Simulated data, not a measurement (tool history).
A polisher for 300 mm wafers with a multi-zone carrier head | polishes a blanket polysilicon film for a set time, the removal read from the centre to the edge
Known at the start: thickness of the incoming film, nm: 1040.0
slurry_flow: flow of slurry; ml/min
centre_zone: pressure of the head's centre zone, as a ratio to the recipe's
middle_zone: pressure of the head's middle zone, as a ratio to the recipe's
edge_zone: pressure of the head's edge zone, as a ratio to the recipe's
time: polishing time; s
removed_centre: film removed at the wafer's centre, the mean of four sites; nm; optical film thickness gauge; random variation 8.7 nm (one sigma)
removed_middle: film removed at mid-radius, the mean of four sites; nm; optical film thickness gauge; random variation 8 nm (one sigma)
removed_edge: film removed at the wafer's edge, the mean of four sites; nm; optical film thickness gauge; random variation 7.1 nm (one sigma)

run,day,slurry_flow,centre_zone,middle_zone,edge_zone,time,removed_centre,removed_middle,removed_edge
1,0,220,1,1,1,47,369.53,387.85,401.82
2,0.296,220,1.08,1,1,47,413.03,378.23,399.95
3,0.412,220,1.08,1,0.93,47,420.5,370.88,391.5
4,0.671,220,1.08,1,0.98,47,405.37,375.55,386.37
5,0.758,220,1.08,1,0.98,38,335.67,301.25,310.42
6,0.925,220,1.16,1,0.98,38,368.87,307.64,324.96
7,0.971,230,1.17,1.04,0.97,42,408.54,356.7,346.67
8,1.196,235,1.17,1.05,0.98,45,429.47,380.77,372.66
9,1.533,240,1.17,1.07,0.97,48,461.96,413.05,405.52

Run 10 comes next. What will it give?
10,1.842,245,1.17,1.09,0.96,50,?,?,?

{"run 10": {"removed_centre": 487.36, "removed_middle": 445.41, "removed_edge": 435.43}}
